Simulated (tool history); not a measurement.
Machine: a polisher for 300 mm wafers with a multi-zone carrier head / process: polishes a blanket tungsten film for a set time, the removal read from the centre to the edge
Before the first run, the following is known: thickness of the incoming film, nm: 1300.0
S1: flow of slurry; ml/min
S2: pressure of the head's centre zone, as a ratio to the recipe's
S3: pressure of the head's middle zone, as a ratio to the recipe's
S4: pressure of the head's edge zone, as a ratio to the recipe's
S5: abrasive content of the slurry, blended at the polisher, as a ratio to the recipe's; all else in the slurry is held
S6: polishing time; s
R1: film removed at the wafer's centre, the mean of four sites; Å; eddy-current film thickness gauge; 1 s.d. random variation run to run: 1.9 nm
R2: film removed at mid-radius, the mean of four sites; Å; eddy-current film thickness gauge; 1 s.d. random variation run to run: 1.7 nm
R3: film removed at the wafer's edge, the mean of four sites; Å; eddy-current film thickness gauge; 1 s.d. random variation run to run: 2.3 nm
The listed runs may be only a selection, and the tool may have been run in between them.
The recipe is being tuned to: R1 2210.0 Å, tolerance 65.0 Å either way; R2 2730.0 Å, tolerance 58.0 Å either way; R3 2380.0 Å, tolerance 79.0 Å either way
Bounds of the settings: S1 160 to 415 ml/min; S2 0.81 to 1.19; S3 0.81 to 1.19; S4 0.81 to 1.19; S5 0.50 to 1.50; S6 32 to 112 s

run  hour   S1    S2    S3    S4    S5  S6      R1      R2      R3
  1   0.0  265  1.00  1.00  1.00  1.00  72  3286.6  3243.4  3205.2
  2   4.9  265  1.00  0.94  1.00  1.00  72  3325.6  3056.8  3219.7
  3  10.9  260  0.98  0.95  0.98  0.95  71  3152.3  3011.1  3185.3
  4  12.3  260  0.98  0.95  1.02  0.95  71  3159.9  2979.3  3190.1
  5  16.1  260  0.98  0.92  1.02  0.95  71  3162.2  2901.7  3151.4
  6  19.0  260  0.98  0.92  1.02  0.95  54  2388.9  2215.3  2426.9
     25.5  -- worn pad replaced by a new one
  7  25.5  260  0.98  0.92  1.02  0.95  54  2621.3  2406.2  2675.6
  8  27.7  265  0.97  0.95  1.00  0.90  54  2580.9  2467.9  2626.5

Next run, 4 choices. One meets every target within its allowed miss, the rest don't. Which?
  A  29.9  210  1.01  1.15  0.87  0.80  51   ?   ?   ?
  B  29.9  265  0.88  1.07  0.95  0.75  53   ?   ?   ?
  C  29.9  415  0.90  1.19  1.03  0.85  49   ?   ?   ?
  D  29.9  275  0.97  1.14  0.86  0.90  49   ?   ?   ?

move      R1      R2      R3
   A  2425.8  2599.8  2171.6
   B  2239.9  2543.7  2344.2
   C  2265.2  2752.1  2385.3
   D  2379.6  2617.5  2179.6
A: closes in on the targets versus the last run, not all within tolerance yet
B: meets the target for the result that was furthest off, but another lies outside its allowed miss
C: every result lands within tolerance
D: closes in on the targets versus the last run, not all within tolerance yet
Go with C: it meets all targets.
